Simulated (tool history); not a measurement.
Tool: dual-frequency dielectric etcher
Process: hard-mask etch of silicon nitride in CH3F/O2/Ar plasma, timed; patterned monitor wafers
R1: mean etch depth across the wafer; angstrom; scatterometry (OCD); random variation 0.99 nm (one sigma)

run 1 day=0.000 | source_power_(kW)=0.340 bias_power_(kW)=0.071 etch_time_(s)=272 | R1=1899.0
run 2 day=0.350 | source_power_(kW)=0.320 bias_power_(kW)=0.070 etch_time_(s)=272 | R1=1840.0
run 3 day=0.442 | source_power_(kW)=0.320 bias_power_(kW)=0.070 etch_time_(s)=285 | R1=1933.4
run 4 day=0.467 | source_power_(kW)=0.300 bias_power_(kW)=0.069 etch_time_(s)=285 | R1=1861.1
run 5 day=0.517 | source_power_(kW)=0.290 bias_power_(kW)=0.068 etch_time_(s)=285 | R1=1845.9
run 6 day=0.717 | source_power_(kW)=0.290 bias_power_(kW)=0.068 etch_time_(s)=285 | R1=1822.8

Run 7 comes next. What will it give?
run 7 day=1.029 | source_power_(kW)=0.280 bias_power_(kW)=0.068 etch_time_(s)=285 | R1=?

Run 7 gave R1 1799.2 angstrom.
